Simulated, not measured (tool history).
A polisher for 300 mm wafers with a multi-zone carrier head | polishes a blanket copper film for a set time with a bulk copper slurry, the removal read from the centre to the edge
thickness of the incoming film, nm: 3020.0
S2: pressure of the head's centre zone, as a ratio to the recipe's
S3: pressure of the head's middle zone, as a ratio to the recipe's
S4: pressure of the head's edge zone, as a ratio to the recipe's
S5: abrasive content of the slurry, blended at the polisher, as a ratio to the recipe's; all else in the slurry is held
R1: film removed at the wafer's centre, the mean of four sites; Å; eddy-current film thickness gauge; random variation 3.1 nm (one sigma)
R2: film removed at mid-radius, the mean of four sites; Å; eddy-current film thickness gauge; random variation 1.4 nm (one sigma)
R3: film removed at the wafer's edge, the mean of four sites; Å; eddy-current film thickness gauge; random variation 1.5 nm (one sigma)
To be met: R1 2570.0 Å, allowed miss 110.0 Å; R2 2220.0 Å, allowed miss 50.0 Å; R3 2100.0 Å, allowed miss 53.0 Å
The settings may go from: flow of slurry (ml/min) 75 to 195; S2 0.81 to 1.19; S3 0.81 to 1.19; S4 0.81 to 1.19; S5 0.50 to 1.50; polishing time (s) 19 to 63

{"run": 1, "day": 0.0, "flow of slurry (ml/min)": 125, "S2": 1.0, "S3": 1.0, "S4": 1.0, "S5": 1.0, "polishing time (s)": 41, "R1": 3744.9, "R2": 3721.8, "R3": 3762.7}
{"run": 2, "day": 0.104, "flow of slurry (ml/min)": 120, "S2": 1.04, "S3": 0.99, "S4": 0.94, "S5": 0.85, "polishing time (s)": 36, "R1": 3300.6, "R2": 3102.4, "R3": 3151.5}
{"run": 3, "day": 0.329, "flow of slurry (ml/min)": 120, "S2": 1.04, "S3": 0.99, "S4": 0.9, "S5": 0.85, "polishing time (s)": 36, "R1": 3350.6, "R2": 3107.7, "R3": 3052.6}
{"run": 4, "day": 0.688, "flow of slurry (ml/min)": 120, "S2": 1.04, "S3": 0.99, "S4": 0.9, "S5": 0.85, "polishing time (s)": 28, "R1": 2569.2, "R2": 2424.7, "R3": 2362.2}
{"run": 5, "day": 1.062, "flow of slurry (ml/min)": 120, "S2": 1.04, "S3": 0.99, "S4": 0.9, "S5": 0.7, "polishing time (s)": 28, "R1": 2493.9, "R2": 2350.1, "R3": 2284.7}
{"run": 6, "day": 1.379, "flow of slurry (ml/min)": 120, "S2": 1.04, "S3": 0.99, "S4": 0.87, "S5": 0.7, "polishing time (s)": 28, "R1": 2484.0, "R2": 2342.9, "R3": 2241.1}
{"run": 7, "day": 1.65, "flow of slurry (ml/min)": 115, "S2": 1.06, "S3": 0.99, "S4": 0.85, "S5": 0.7, "polishing time (s)": 28, "R1": 2516.1, "R2": 2336.9, "R3": 2222.4}
{"run": 8, "day": 1.938, "flow of slurry (ml/min)": 110, "S2": 1.08, "S3": 0.99, "S4": 0.84, "S5": 0.65, "polishing time (s)": 28, "R1": 2505.9, "R2": 2314.7, "R3": 2197.0}
{"run": 9, "day": 2.288, "flow of slurry (ml/min)": 110, "S2": 1.08, "S3": 0.99, "S4": 0.84, "S5": 0.65, "polishing time (s)": 28, "R1": 2508.3, "R2": 2299.0, "R3": 2205.9}

Which of these 4 next moves meets every target?
{"run": "A", "day": 2.638, "flow of slurry (ml/min)": 85, "S2": 1.1, "S3": 1.04, "S4": 0.9, "S5": 0.5, "polishing time (s)": 28, "R1": "?", "R2": "?", "R3": "?"}
{"run": "B", "day": 2.638, "flow of slurry (ml/min)": 90, "S2": 1.02, "S3": 0.94, "S4": 0.86, "S5": 0.5, "polishing time (s)": 30, "R1": "?", "R2": "?", "R3": "?"}
{"run": "C", "day": 2.638, "flow of slurry (ml/min)": 105, "S2": 1.07, "S3": 0.98, "S4": 0.94, "S5": 0.6, "polishing time (s)": 26, "R1": "?", "R2": "?", "R3": "?"}
{"run": "D", "day": 2.638, "flow of slurry (ml/min)": 95, "S2": 1.12, "S3": 0.98, "S4": 0.81, "S5": 0.5, "polishing time (s)": 29, "R1": "?", "R2": "?", "R3": "?"}

move=A R1=2298.0 R2=2237.1 R3=2094.4
move=B R1=2312.6 R2=2221.1 R3=2213.9
move=C R1=2211.5 R2=2093.5 R3=2083.5
move=D R1=2466.9 R2=2240.4 R3=2094.5
A: brings the result that was furthest off to its target, and leaves another outside
B: further off than the last run
C: brings the result that was furthest off to its target, and leaves another outside
D: meets every target
Answer: D
